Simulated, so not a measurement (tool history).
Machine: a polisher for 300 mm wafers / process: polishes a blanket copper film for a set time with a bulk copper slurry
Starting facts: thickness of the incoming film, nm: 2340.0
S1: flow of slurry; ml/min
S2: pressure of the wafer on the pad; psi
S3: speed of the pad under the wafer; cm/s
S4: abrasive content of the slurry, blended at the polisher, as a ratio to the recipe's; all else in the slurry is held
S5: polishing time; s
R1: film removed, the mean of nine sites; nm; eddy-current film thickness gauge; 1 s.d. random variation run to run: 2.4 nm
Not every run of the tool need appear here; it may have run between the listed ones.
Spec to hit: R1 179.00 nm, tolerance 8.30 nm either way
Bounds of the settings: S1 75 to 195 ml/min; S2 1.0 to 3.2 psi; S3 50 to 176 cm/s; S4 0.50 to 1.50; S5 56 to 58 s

run 1 hour=0.0 | S1=125 S2=2.1 S3=112 S4=1.00 S5=56 | R1=416.91
run 2 hour=8.6 | S1=125 S2=2.5 S3=112 S4=1.00 S5=56 | R1=495.70
run 3 hour=17.5 | S1=125 S2=2.1 S3=112 S4=1.00 S5=56 | R1=413.28
run 4 hour=23.1 | S1=125 S2=1.9 S3=106 S4=1.00 S5=56 | R1=354.13
run 5 hour=31.5 | S1=125 S2=1.9 S3=134 S4=1.00 S5=56 | R1=447.93
run 6 hour=34.9 | S1=125 S2=1.9 S3=134 S4=1.20 S5=56 | R1=469.61
run 7 hour=37.4 | S1=105 S2=1.3 S3=102 S4=1.10 S5=56 | R1=228.30
-- hour=41.5 worn pad replaced by a new one
run 8 hour=41.5 | S1=100 S2=1.2 S3=102 S4=1.10 S5=56 | R1=225.17
run 9 hour=42.6 | S1=100 S2=1.2 S3=100 S4=1.10 S5=56 | R1=223.99
run 10 hour=45.9 | S1=100 S2=1.2 S3=98 S4=1.10 S5=56 | R1=213.46

Of the 4 settings listed for the next run, only one would bring every result within its allowed miss of target. Which one?
run A hour=49.2 | S1=105 S2=1.1 S3=94 S4=1.15 S5=56 | R1=?
run B hour=49.2 | S1=105 S2=1.1 S3=96 S4=1.10 S5=56 | R1=?
run C hour=49.2 | S1=85 S2=1.5 S3=108 S4=1.05 S5=57 | R1=?
run D hour=49.2 | S1=95 S2=1.1 S3=90 S4=1.10 S5=56 | R1=?

move=A R1=196.02
move=B R1=198.20
move=C R1=282.47
move=D R1=181.10
A: nearer the targets than the last run, but a result is still out of spec
B: nearer the targets than the last run, but a result is still out of spec
C: lands further from the targets than the last run did
D: every result within its allowed miss
Answer: D

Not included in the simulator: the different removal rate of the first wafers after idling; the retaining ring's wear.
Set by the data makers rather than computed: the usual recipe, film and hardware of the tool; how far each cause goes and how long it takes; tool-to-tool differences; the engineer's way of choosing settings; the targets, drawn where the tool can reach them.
